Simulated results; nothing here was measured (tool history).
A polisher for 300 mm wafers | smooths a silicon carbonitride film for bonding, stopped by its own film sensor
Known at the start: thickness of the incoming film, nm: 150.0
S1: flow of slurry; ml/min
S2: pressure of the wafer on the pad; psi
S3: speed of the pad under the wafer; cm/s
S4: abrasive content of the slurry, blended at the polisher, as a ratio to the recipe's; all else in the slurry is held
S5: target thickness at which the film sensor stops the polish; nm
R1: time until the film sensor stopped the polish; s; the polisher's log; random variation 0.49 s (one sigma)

{"run": 1, "hour": 0.0, "S1": 210, "S2": 1.8, "S3": 70, "S4": 1.0, "S5": 139, "R1": 76.503}
{"run": 2, "hour": 6.2, "S1": 210, "S2": 1.8, "S3": 70, "S4": 0.85, "S5": 139, "R1": 85.586}
{"run": 3, "hour": 8.1, "S1": 210, "S2": 1.8, "S3": 70, "S4": 0.85, "S5": 139, "R1": 84.358}
{"run": 4, "hour": 10.0, "S1": 210, "S2": 2.1, "S3": 80, "S4": 0.9, "S5": 139, "R1": 63.908}
{"hour": 17.4, "done": "slurry blender recalibrated"}
{"run": 5, "hour": 17.4, "S1": 210, "S2": 1.9, "S3": 80, "S4": 0.9, "S5": 139, "R1": 59.119}
{"run": 6, "hour": 24.9, "S1": 210, "S2": 1.9, "S3": 86, "S4": 0.9, "S5": 139, "R1": 55.676}
{"run": 7, "hour": 33.7, "S1": 210, "S2": 2.1, "S3": 92, "S4": 0.9, "S5": 139, "R1": 47.819}
{"run": 8, "hour": 37.5, "S1": 210, "S2": 2.2, "S3": 96, "S4": 0.9, "S5": 139, "R1": 44.656}
{"run": 9, "hour": 43.0, "S1": 210, "S2": 2.3, "S3": 100, "S4": 0.95, "S5": 139, "R1": 40.491}
{"run": 10, "hour": 48.5, "S1": 210, "S2": 2.4, "S3": 102, "S4": 1.0, "S5": 139, "R1": 37.529}
{"run": 11, "hour": 51.6, "S1": 210, "S2": 2.5, "S3": 104, "S4": 1.0, "S5": 139, "R1": 34.274}

Forecast run 12:
{"run": 12, "hour": 58.9, "S1": 210, "S2": 2.6, "S3": 104, "S4": 1.0, "S5": 139, "R1": "?"}

R1: 34.045 s

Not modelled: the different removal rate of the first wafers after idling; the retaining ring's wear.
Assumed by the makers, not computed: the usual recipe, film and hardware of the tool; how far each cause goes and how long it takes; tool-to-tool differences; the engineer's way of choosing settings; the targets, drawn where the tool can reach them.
